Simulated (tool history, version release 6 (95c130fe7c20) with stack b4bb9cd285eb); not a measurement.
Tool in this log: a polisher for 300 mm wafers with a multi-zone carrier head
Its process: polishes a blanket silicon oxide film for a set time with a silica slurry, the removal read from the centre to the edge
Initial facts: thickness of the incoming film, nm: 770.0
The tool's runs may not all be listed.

run,day,flow of slurry (ml/min),pressure of the head's centre zone,pressure of the head's middle zone,pressure of the head's edge zone,abrasive content of the slurry,polishing time (s),film removed at the wafer's centre (Å),film removed at mid-radius (Å),film removed at the wafer's edge (Å)
1,0,180,1,1,1,1,41,1097.1,1126.3,1079.6
2,0.083,190,0.99,1,1.03,1.05,41,1117.3,1150.1,1141
3,0.117,190,0.99,1.08,1.03,1.05,41,1102.9,1212.5,1158.9
4,0.196,200,0.99,1.08,1.05,1.05,41,1121.6,1207,1162.7
5,0.504,205,0.99,1.09,1.07,1.05,41,1133.1,1228.8,1157.3
6,0.842,205,1.06,1.09,1.07,1.05,41,1220.1,1219.1,1183.7
7,1.017,200,1.05,1.09,1.09,1.1,41,1201.5,1249.6,1193.5

Run 8 comes next. What will it give?
8,1.071,205,1.03,1.07,1.11,1.15,41,?,?,?

film removed at the wafer's centre (Å): 1216.7
film removed at mid-radius (Å): 1256.5
film removed at the wafer's edge (Å): 1241.6
